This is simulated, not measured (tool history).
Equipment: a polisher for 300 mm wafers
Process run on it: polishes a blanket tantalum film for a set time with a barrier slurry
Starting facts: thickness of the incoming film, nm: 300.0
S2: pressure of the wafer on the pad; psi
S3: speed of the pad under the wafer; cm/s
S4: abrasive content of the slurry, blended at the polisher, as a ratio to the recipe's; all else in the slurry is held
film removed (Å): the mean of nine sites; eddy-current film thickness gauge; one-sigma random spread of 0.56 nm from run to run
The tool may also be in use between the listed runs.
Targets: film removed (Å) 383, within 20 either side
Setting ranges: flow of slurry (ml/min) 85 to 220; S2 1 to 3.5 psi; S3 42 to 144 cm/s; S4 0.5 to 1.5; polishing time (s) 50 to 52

run 1 hour=0 | flow_of_slurry_(ml/min)=140 S2=2.2 S3=92 S4=1 polishing_time_(s)=50 | film_removed_(Å)=920.58
run 2 hour=2.2 | flow_of_slurry_(ml/min)=140 S2=2 S3=86 S4=1 polishing_time_(s)=50 | film_removed_(Å)=771.05
run 3 hour=4.5 | flow_of_slurry_(ml/min)=140 S2=2 S3=86 S4=1 polishing_time_(s)=52 | film_removed_(Å)=794.43
run 4 hour=12.3 | flow_of_slurry_(ml/min)=140 S2=2 S3=74 S4=1 polishing_time_(s)=52 | film_removed_(Å)=679.7
run 5 hour=13.8 | flow_of_slurry_(ml/min)=140 S2=2 S3=74 S4=0.8 polishing_time_(s)=52 | film_removed_(Å)=658.26
run 6 hour=19.9 | flow_of_slurry_(ml/min)=140 S2=1.8 S3=74 S4=0.8 polishing_time_(s)=52 | film_removed_(Å)=597.35
run 7 hour=21.5 | flow_of_slurry_(ml/min)=140 S2=1.6 S3=74 S4=0.8 polishing_time_(s)=52 | film_removed_(Å)=520.21
run 8 hour=29.4 | flow_of_slurry_(ml/min)=140 S2=1.5 S3=74 S4=0.8 polishing_time_(s)=52 | film_removed_(Å)=503.53
run 9 hour=33.4 | flow_of_slurry_(ml/min)=140 S2=1.4 S3=74 S4=0.8 polishing_time_(s)=52 | film_removed_(Å)=463.21
run 10 hour=36.2 | flow_of_slurry_(ml/min)=140 S2=1.3 S3=74 S4=0.8 polishing_time_(s)=52 | film_removed_(Å)=432.94

Pick the move, out of 5, that brings all results within their allowed miss; only one does.
run A hour=39 | flow_of_slurry_(ml/min)=150 S2=1.3 S3=74 S4=0.9 polishing_time_(s)=52 | film_removed_(Å)=?
run B hour=39 | flow_of_slurry_(ml/min)=150 S2=1 S3=86 S4=0.8 polishing_time_(s)=50 | film_removed_(Å)=?
run C hour=39 | flow_of_slurry_(ml/min)=145 S2=1.5 S3=80 S4=0.7 polishing_time_(s)=52 | film_removed_(Å)=?
run D hour=39 | flow_of_slurry_(ml/min)=145 S2=1.4 S3=84 S4=0.8 polishing_time_(s)=52 | film_removed_(Å)=?
run E hour=39 | flow_of_slurry_(ml/min)=145 S2=1.4 S3=78 S4=0.8 polishing_time_(s)=52 | film_removed_(Å)=?

move=A film_removed_(Å)=453.66
move=B film_removed_(Å)=381.78
move=C film_removed_(Å)=521.53
move=D film_removed_(Å)=530.95
move=E film_removed_(Å)=494.27
A: lands further from the targets than the last run did
B: every result within its allowed miss
C: lands further from the targets than the last run did
D: lands further from the targets than the last run did
E: lands further from the targets than the last run did
Move B is the one to make.
